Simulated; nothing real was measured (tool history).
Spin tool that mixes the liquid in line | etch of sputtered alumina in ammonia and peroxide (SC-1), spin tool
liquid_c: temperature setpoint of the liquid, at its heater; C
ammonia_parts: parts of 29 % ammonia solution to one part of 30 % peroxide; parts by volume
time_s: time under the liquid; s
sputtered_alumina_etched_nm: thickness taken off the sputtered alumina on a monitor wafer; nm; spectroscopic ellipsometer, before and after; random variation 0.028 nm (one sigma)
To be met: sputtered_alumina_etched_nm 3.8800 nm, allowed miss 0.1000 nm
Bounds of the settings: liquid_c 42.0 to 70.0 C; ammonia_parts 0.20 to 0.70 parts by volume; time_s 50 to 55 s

run  hour  liquid_c  ammonia_parts  time_s  sputtered_alumina_etched_nm
  1   0.0      58.0           0.40      50                       5.7343
  2   7.9      56.5           0.40      50                       5.2416
  3  11.6      60.0           0.40      50                       6.3675
  4  15.0      58.0           0.40      50                       5.7634
  5  22.1      58.0           0.50      50                       5.7805
  6  26.7      65.0           0.50      50                       8.3763
  7  27.4      57.0           0.50      50                       5.4813
  8  31.9      55.5           0.50      50                       5.1324
  9  36.6      54.5           0.50      50                       4.8558
 10  44.1      53.5           0.50      50                       4.5721
 11  45.7      53.0           0.50      50                       4.5020
 12  47.3      52.5           0.50      50                       4.4268

Which of these 5 next moves meets every target?
  A  48.9      51.0           0.35      50                            ?
  B  48.9      48.5           0.70      50                            ?
  C  48.9      48.0           0.40      55                            ?
  D  48.9      51.5           0.55      50                            ?
  E  48.9      51.5           0.45      50                            ?

move  sputtered_alumina_etched_nm
   A                       3.9498
   B                       3.6759
   C                       3.7286
   D                       4.2371
   E                       4.1571
A: meets every target
B: takes the result that was furthest off past its target
C: takes the result that was furthest off past its target
D: nearer than the last run, and not there yet
E: nearer than the last run, and not there yet
The right move is A.
